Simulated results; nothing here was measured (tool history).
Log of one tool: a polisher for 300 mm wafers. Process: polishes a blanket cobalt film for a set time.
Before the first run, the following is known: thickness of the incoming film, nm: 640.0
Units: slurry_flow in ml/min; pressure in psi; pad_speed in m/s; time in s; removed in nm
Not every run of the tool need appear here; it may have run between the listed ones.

run  hour  slurry_flow  pressure  pad_speed  time  removed
  1     0          285       2.1        1.3    47    266.4
  2   5.9          285       2.1        1.3    47   273.99
  3  14.7          285       1.7        1.3    47   220.49
  4  21.5          355       1.7        1.3    47   222.88
  5  30.2          355       1.7       1.58    47   266.31
  6  38.2          355       1.7       1.38    47    240.3

Forecast run 7:
  7  40.5          355         2        1.4    47        ?

{"run 7": {"removed": 281.52}}
